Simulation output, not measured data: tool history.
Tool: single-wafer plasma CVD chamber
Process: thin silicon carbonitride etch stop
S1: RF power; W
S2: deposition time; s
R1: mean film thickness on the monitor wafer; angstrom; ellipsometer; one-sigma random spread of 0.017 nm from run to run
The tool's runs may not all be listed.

| run | hour | S1 | S2 | R1 |
|---|---|---|---|---|
| 1 | 0.0 | 155 | 8.89 | 44.650 |
| 2 | 2.4 | 140 | 8.89 | 42.747 |
| 3 | 10.9 | 145 | 8.91 | 43.511 |
| 4 | 12.9 | 145 | 7.90 | 38.392 |
| 5 | 17.0 | 145 | 6.69 | 32.740 |
| 6 | 17.6 | 145 | 7.74 | 37.702 |
| 7 | 18.9 | 155 | 7.92 | 39.619 |
| 8 | 22.6 | 165 | 8.01 | 40.700 |

Run 9 is up next; what results do you expect?
| 9 | 24.6 | 190 | 9.15 | ? |

R1: 48.665 angstrom
